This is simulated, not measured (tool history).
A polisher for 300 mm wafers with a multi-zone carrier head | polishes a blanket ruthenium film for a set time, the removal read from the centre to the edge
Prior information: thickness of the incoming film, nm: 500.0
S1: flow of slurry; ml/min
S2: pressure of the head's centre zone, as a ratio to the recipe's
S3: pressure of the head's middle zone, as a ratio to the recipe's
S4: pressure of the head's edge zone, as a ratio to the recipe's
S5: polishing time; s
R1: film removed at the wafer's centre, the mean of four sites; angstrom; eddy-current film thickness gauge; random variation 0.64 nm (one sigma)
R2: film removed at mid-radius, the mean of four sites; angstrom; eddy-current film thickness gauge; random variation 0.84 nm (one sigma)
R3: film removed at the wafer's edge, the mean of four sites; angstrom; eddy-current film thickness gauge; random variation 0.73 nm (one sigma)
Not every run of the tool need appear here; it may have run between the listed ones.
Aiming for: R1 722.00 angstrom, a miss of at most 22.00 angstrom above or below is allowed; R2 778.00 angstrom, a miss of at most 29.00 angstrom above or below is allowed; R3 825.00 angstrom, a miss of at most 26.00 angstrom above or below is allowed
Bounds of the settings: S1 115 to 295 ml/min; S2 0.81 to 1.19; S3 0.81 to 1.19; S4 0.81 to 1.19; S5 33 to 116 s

run 1 hour=0.0 | S1=190 S2=1.00 S3=1.00 S4=1.00 S5=74 | R1=1190.20 R2=1189.90 R3=1195.10
run 2 hour=7.1 | S1=180 S2=0.96 S3=0.97 S4=0.97 S5=69 | R1=1075.90 R2=1090.30 R3=1101.80
run 3 hour=14.2 | S1=170 S2=0.93 S3=0.95 S4=0.96 S5=64 | R1=940.09 R2=958.99 R3=1020.00
run 4 hour=15.8 | S1=165 S2=0.91 S3=0.95 S4=0.93 S5=61 | R1=884.25 R2=913.50 R3=953.71
run 5 hour=20.9 | S1=165 S2=0.91 S3=0.95 S4=0.93 S5=74 | R1=1081.90 R2=1112.50 R3=1129.00
run 6 hour=21.9 | S1=165 S2=0.95 S3=0.95 S4=0.93 S5=74 | R1=1139.00 R2=1103.30 R3=1165.20
run 7 hour=29.6 | S1=165 S2=0.92 S3=0.94 S4=0.92 S5=68 | R1=1020.80 R2=1038.90 R3=1059.30
run 8 hour=32.5 | S1=160 S2=0.92 S3=0.95 S4=0.93 S5=63 | R1=914.08 R2=945.79 R3=968.70
run 9 hour=34.5 | S1=150 S2=0.90 S3=0.94 S4=0.92 S5=61 | R1=853.30 R2=922.43 R3=913.09
run 10 hour=36.8 | S1=145 S2=0.88 S3=0.91 S4=0.92 S5=60 | R1=828.25 R2=864.94 R3=916.81
run 11 hour=41.7 | S1=140 S2=0.87 S3=0.90 S4=0.91 S5=59 | R1=793.86 R2=829.07 R3=892.38
run 12 hour=42.5 | S1=135 S2=0.86 S3=0.90 S4=0.90 S5=58 | R1=778.40 R2=819.45 R3=858.93
run 13 hour=43.1 | S1=130 S2=0.85 S3=0.89 S4=0.90 S5=58 | R1=752.60 R2=813.35 R3=871.92
run 14 hour=44.6 | S1=130 S2=0.85 S3=0.89 S4=0.89 S5=58 | R1=748.07 R2=797.46 R3=862.64
run 15 hour=51.1 | S1=130 S2=0.85 S3=0.89 S4=0.88 S5=58 | R1=746.21 R2=812.10 R3=867.33
run 16 hour=54.0 | S1=130 S2=0.86 S3=0.89 S4=0.88 S5=57 | R1=760.28 R2=786.65 R3=832.57

Which of these 5 next moves meets every target?
run A hour=56.9 | S1=135 S2=0.84 S3=0.89 S4=0.89 S5=56 | R1=? R2=? R3=?
run B hour=56.9 | S1=160 S2=0.85 S3=0.89 S4=0.82 S5=58 | R1=? R2=? R3=?
run C hour=56.9 | S1=125 S2=0.90 S3=0.86 S4=0.85 S5=57 | R1=? R2=? R3=?
run D hour=56.9 | S1=135 S2=0.89 S3=0.85 S4=0.84 S5=57 | R1=? R2=? R3=?
run E hour=56.9 | S1=130 S2=0.93 S3=0.89 S4=0.83 S5=58 | R1=? R2=? R3=?

move=A R1=728.21 R2=775.48 R3=842.90
move=B R1=787.62 R2=826.31 R3=858.95
move=C R1=778.93 R2=759.23 R3=832.25
move=D R1=783.00 R2=763.60 R3=836.27
move=E R1=824.73 R2=797.46 R3=841.97
A: hits every target within its allowed miss
B: further off than the last run
C: further off than the last run
D: further off than the last run
E: further off than the last run
Answer: A
